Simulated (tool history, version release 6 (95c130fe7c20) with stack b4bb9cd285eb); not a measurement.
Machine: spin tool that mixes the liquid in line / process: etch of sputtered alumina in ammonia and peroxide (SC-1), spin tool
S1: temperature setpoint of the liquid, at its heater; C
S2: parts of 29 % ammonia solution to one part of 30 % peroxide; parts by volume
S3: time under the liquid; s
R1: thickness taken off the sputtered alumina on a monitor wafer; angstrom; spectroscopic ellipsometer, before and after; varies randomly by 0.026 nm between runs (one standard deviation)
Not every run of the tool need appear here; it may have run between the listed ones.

{"run": 1, "hour": 0.0, "S1": 61.0, "S2": 1.0, "S3": 40, "R1": 37.872}
{"run": 2, "hour": 2.8, "S1": 60.0, "S2": 1.0, "S3": 40, "R1": 36.399}
{"run": 3, "hour": 7.0, "S1": 63.5, "S2": 1.0, "S3": 40, "R1": 43.429}
{"run": 4, "hour": 12.9, "S1": 70.0, "S2": 1.0, "S3": 40, "R1": 59.52}
{"run": 5, "hour": 21.3, "S1": 70.0, "S2": 1.0, "S3": 40, "R1": 58.685}
{"hour": 28.0, "done": "ammonia flow meter replaced"}
{"run": 6, "hour": 28.0, "S1": 70.0, "S2": 1.0, "S3": 40, "R1": 59.598}

Run 7 is up next; what results do you expect?
{"run": 7, "hour": 35.2, "S1": 66.5, "S2": 1.0, "S3": 40, "R1": "?"}

{"run 7": {"R1": 50.833}}

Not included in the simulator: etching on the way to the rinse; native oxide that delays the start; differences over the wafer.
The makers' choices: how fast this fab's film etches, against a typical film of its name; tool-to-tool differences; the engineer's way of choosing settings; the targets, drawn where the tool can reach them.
